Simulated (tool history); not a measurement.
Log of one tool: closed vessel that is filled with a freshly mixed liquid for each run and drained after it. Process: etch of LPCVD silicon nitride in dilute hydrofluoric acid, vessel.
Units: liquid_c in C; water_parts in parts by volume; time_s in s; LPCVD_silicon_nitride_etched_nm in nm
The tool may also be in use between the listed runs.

run  hour  liquid_c  water_parts  time_s  LPCVD_silicon_nitride_etched_nm
  1   0.0      22.0          195     350                          0.65858
  2   1.2      24.0          155     350                          0.94326
  3   9.8      25.5          130     350                          1.22290
  4  11.6      25.5          130     350                          1.22250
  5  18.8      26.5          115     350                          1.48330
  6  23.7      27.5          110     350                          1.65950
  7  27.9      28.0          105     350                          1.81350
  8  28.6      28.5          100     350                          1.92320

Run 9 comes next. What will it give?
  9  32.0      29.0           95     350                                ?

LPCVD_silicon_nitride_etched_nm: 2.12010 nm

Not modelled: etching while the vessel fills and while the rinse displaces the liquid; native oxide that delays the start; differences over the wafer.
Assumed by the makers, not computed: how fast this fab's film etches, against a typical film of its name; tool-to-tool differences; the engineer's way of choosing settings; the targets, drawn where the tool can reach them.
